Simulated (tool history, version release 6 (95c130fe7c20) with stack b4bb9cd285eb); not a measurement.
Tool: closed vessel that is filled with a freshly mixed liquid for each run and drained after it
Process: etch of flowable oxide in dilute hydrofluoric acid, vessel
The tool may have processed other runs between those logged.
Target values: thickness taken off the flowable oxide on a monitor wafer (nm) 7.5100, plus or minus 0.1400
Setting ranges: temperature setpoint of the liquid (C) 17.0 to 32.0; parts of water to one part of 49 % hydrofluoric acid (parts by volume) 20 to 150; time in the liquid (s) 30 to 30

run  hour  temperature setpoint of the liquid (C)  parts of water to one part of 49 % hydrofluoric acid (parts by volume)  time in the liquid (s)  thickness taken off the flowable oxide on a monitor wafer (nm)
  1   0.0                                    24.0                                                                      85                      30                                                         12.6990
  2   6.7                                    26.0                                                                      85                      30                                                         13.5970
  3  12.5                                    27.5                                                                      85                      30                                                         14.5200
  4  15.6                                    26.0                                                                      90                      30                                                         12.9050
  5  17.7                                    26.0                                                                      70                      30                                                         16.9250
  6  24.5                                    25.0                                                                      75                      30                                                         14.9620
  7  31.8                                    24.0                                                                      80                      30                                                         13.4350
  8  40.5                                    23.0                                                                      85                      30                                                         12.1310
  9  47.3                                    22.0                                                                      90                      30                                                         11.0300
 10  56.5                                    21.5                                                                      90                      30                                                         10.7210
 11  63.8                                    21.0                                                                      90                      30                                                         10.4510
 12  65.0                                    20.5                                                                      90                      30                                                         10.3320
 13  68.6                                    20.0                                                                      90                      30                                                          9.9852
 14  71.3                                    19.5                                                                      90                      30                                                          9.8931
 15  74.1                                    19.0                                                                      90                      30                                                          9.6131
 16  76.5                                    18.5                                                                      90                      30                                                          9.4396

4 next moves are on the table. One of them brings every result within its allowed miss. Which?
  A  78.9                                    18.0                                                                      65                      30                                                               ?
  B  78.9                                    17.0                                                                     100                      30                                                               ?
  C  78.9                                    19.5                                                                     110                      30                                                               ?
  D  78.9                                    19.5                                                                     115                      30                                                               ?

move  thickness taken off the flowable oxide on a monitor wafer (nm)
   A                                                         13.2260
   B                                                          7.9340
   C                                                          7.9185
   D                                                          7.5333
A: lands further from the targets than the last run did
B: closer than the last run, but not yet in spec
C: closer than the last run, but not yet in spec
D: every result within its allowed miss
Correct choice: D, which meets every target
